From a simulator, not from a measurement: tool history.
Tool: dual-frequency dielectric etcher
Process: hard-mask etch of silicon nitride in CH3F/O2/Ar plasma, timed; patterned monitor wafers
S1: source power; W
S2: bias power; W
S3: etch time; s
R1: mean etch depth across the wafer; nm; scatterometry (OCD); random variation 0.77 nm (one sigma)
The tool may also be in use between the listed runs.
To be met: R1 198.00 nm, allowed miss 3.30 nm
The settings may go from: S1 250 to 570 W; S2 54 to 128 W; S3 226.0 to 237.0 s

run  hour   S1  S2     S3      R1
  1   0.0  410  91  226.0  179.74
  2   7.6  410  91  226.0  179.56
  3   9.1  420  91  226.0  181.89
  4  11.7  430  91  226.0  182.97
  5  16.8  440  91  226.0  184.84
  6  17.4  450  91  226.0  187.39
  7  26.0  460  91  226.0  187.57
  8  29.1  530  94  226.0  202.17

5 next moves are on the table. One of them brings every result within its allowed miss. Which?
  A  32.2  530   98  227.5   ?
  B  32.2  500   90  230.0   ?
  C  32.2  490  106  228.5   ?
  D  32.2  530   95  226.0   ?
  E  32.2  530   94  229.5   ?

move      R1
   A  208.11
   B  199.04
   C  208.81
   D  204.32
   E  206.65
A: further off than the last run
B: meets every target
C: further off than the last run
D: further off than the last run
E: further off than the last run
Move B is the one to make.
